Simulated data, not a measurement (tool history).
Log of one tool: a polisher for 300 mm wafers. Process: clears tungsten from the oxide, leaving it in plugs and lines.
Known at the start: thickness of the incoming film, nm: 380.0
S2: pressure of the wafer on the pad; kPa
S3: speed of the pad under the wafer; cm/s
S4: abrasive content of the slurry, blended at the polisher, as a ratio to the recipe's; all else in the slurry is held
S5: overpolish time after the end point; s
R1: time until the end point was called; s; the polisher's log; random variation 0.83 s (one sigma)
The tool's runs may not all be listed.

run 1 hour=0.0 | flow_of_slurry_(ml/min)=205 S2=24.1 S3=136 S4=1.00 S5=40 | R1=47.603
run 2 hour=2.3 | flow_of_slurry_(ml/min)=205 S2=22.8 S3=136 S4=1.00 S5=40 | R1=48.116
run 3 hour=9.1 | flow_of_slurry_(ml/min)=205 S2=22.8 S3=136 S4=0.85 S5=40 | R1=49.677
run 4 hour=13.7 | flow_of_slurry_(ml/min)=205 S2=21.4 S3=136 S4=0.85 S5=40 | R1=51.954
run 5 hour=15.1 | flow_of_slurry_(ml/min)=205 S2=20.0 S3=136 S4=0.85 S5=40 | R1=53.872
run 6 hour=20.3 | flow_of_slurry_(ml/min)=205 S2=18.6 S3=136 S4=0.85 S5=40 | R1=56.703
run 7 hour=25.2 | flow_of_slurry_(ml/min)=205 S2=17.9 S3=136 S4=0.85 S5=40 | R1=57.958
run 8 hour=25.9 | flow_of_slurry_(ml/min)=205 S2=17.2 S3=136 S4=0.85 S5=40 | R1=58.783
run 9 hour=27.9 | flow_of_slurry_(ml/min)=205 S2=16.5 S3=136 S4=0.85 S5=40 | R1=61.488
run 10 hour=29.4 | flow_of_slurry_(ml/min)=205 S2=15.9 S3=136 S4=0.85 S5=40 | R1=61.258
run 11 hour=31.4 | flow_of_slurry_(ml/min)=205 S2=15.2 S3=136 S4=0.85 S5=40 | R1=62.899

The next listed run, before its measurement:
run 12 hour=39.2 | flow_of_slurry_(ml/min)=205 S2=14.5 S3=136 S4=0.85 S5=40 | R1=?

R1: 64.332 s
